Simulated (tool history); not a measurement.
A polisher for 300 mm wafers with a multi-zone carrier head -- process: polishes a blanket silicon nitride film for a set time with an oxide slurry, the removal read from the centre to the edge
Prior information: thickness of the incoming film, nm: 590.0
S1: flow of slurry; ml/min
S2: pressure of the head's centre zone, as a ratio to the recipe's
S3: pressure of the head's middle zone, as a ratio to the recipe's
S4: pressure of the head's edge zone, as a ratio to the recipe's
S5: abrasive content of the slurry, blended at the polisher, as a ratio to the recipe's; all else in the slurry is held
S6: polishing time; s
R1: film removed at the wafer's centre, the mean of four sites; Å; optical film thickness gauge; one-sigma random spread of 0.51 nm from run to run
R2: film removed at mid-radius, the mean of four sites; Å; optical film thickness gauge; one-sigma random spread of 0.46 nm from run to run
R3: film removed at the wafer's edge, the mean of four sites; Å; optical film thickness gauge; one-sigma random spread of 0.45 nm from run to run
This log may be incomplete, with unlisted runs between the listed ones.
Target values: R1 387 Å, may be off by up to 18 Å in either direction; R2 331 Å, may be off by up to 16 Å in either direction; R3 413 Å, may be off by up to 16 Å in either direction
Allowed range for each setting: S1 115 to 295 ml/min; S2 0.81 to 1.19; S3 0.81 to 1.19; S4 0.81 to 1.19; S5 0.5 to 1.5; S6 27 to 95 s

run,hour,S1,S2,S3,S4,S5,S6,R1,R2,R3
1,0,190,1,1,1,1,61,549.47,530.86,544.25
2,5,190,1,1,0.96,1,61,554.21,526.09,544.98
3,10,190,1.04,1,0.96,1,61,562.7,521.3,547.64
4,16.6,215,1.04,1,0.96,1,61,581.38,549.1,554.38
5,20.3,215,1.04,0.95,0.96,1,61,593.26,519.64,554.54
6,24.6,215,1.04,0.95,0.96,1,70,682.9,594.81,633.27
7,30.9,200,1.01,0.93,0.97,0.9,68,604.02,521.57,587.56
8,34.1,195,1,0.92,0.97,0.8,66,551.21,510.81,558.21
9,38,180,1.01,0.9,0.98,0.75,63,518.77,453.27,509.58
10,46.6,170,1,0.88,0.99,0.7,62,481.81,424.69,508.06

Which one of the following 5 next-run settings gets every result inside its allowed miss? There is exactly one.
A,55.2,155,1.06,0.84,1.03,0.75,73,?,?,?
B,55.2,115,0.96,0.81,0.89,0.65,59,?,?,?
C,55.2,210,1.04,1.02,0.96,0.75,44,?,?,?
D,55.2,170,1.06,0.92,0.97,0.7,46,?,?,?
E,55.2,175,0.88,1.02,0.99,0.5,61,?,?,?

move,R1,R2,R3
A,618.79,478.83,600.74
B,398.28,334.34,412.43
C,389.38,358.42,363.45
D,390.72,325.06,365.17
E,394.79,431.9,447.62
A: further off than the last run
B: every result within its allowed miss
C: carries the result that was furthest off beyond its target, to the other side
D: carries the result that was furthest off beyond its target, to the other side
E: further off than the last run
Move B is the one to make.
